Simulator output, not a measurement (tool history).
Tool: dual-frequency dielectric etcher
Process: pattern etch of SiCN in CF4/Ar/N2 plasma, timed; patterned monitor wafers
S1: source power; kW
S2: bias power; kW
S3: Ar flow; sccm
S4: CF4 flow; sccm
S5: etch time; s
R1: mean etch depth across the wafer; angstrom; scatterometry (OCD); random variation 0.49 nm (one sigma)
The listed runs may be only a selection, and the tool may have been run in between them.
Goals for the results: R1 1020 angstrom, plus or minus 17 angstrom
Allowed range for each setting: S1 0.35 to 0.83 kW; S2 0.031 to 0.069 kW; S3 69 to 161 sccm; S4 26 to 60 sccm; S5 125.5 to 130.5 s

run 1 day=0 | S1=0.59 S2=0.05 S3=115 S4=43 S5=125.5 | R1=1098.2
run 2 day=0.217 | S1=0.59 S2=0.05 S3=97 S4=43 S5=125.5 | R1=1118.6
run 3 day=0.4 | S1=0.59 S2=0.05 S3=84 S4=43 S5=125.5 | R1=1148.7
run 4 day=0.454 | S1=0.59 S2=0.05 S3=84 S4=37 S5=125.5 | R1=1112.8
run 5 day=0.612 | S1=0.68 S2=0.05 S3=84 S4=37 S5=125.5 | R1=1214.4
-- day=0.667 bias power generator calibrated
run 6 day=0.667 | S1=0.65 S2=0.05 S3=84 S4=37 S5=125.5 | R1=1182.4
run 7 day=0.888 | S1=0.53 S2=0.049 S3=84 S4=37 S5=125.5 | R1=1058.6
run 8 day=0.988 | S1=0.52 S2=0.049 S3=84 S4=37 S5=125.5 | R1=1044

Of the 5 settings listed for the next run, only one would bring every result within its allowed miss of target. Which one?
run A day=1.088 | S1=0.51 S2=0.044 S3=90 S4=46 S5=130.5 | R1=?
run B day=1.088 | S1=0.51 S2=0.049 S3=87 S4=34 S5=125.5 | R1=?
run C day=1.088 | S1=0.52 S2=0.05 S3=92 S4=42 S5=125.5 | R1=?
run D day=1.088 | S1=0.49 S2=0.051 S3=74 S4=34 S5=128.5 | R1=?
run E day=1.088 | S1=0.54 S2=0.047 S3=77 S4=37 S5=127.5 | R1=?

move=A R1=1073.1
move=B R1=1015.3
move=C R1=1060.6
move=D R1=1056.5
move=E R1=1087.4
A: moves away from the targets compared with the last run
B: meets every target
C: moves away from the targets compared with the last run
D: moves away from the targets compared with the last run
E: moves away from the targets compared with the last run
The move that meets every target is B.
